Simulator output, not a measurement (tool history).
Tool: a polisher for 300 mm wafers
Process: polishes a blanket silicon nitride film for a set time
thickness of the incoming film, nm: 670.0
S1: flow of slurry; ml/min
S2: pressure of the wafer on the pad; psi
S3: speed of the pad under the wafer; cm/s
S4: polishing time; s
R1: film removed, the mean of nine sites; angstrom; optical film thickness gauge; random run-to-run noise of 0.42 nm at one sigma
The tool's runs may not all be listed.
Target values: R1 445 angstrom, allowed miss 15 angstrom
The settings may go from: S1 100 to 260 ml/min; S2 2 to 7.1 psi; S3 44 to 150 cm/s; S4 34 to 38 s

run,hour,S1,S2,S3,S4,R1
1,0,165,4.5,96,38,812.14
2,5.7,140,4.5,96,38,801.05
3,11.1,140,4.5,110,38,900.55
4,18.3,140,3.9,110,38,782.23
5,27,140,4.4,110,38,882.62
6,32.3,180,4.4,110,38,903.1
7,37.3,180,3.8,106,38,768.91
8,43,180,3.4,102,38,674.03
9,47.6,180,3.1,100,38,597.23
10,48.1,175,2.8,100,38,562.67
11,55.4,175,2.6,100,38,511.16
12,57.6,165,2.5,100,38,497.96
13,61.1,160,2.4,100,38,473.08
14,62.5,155,2.4,100,38,455.23
15,68.3,150,2.4,100,38,453.75

Consider the 5 candidate settings below. Which is the only one whose results all fall within their allowed miss of target?
A,74.1,135,2.4,106,38,?
B,74.1,160,2.4,104,38,?
C,74.1,130,2.4,124,34,?
D,74.1,160,2.1,112,38,?
E,74.1,160,2.2,114,38,?

move,R1
A,475.78
B,484.64
C,478.56
D,453.48
E,480.49
A: moves away from the targets compared with the last run
B: moves away from the targets compared with the last run
C: moves away from the targets compared with the last run
D: all results in spec
E: moves away from the targets compared with the last run
D is the move that brings every result within its allowed miss.
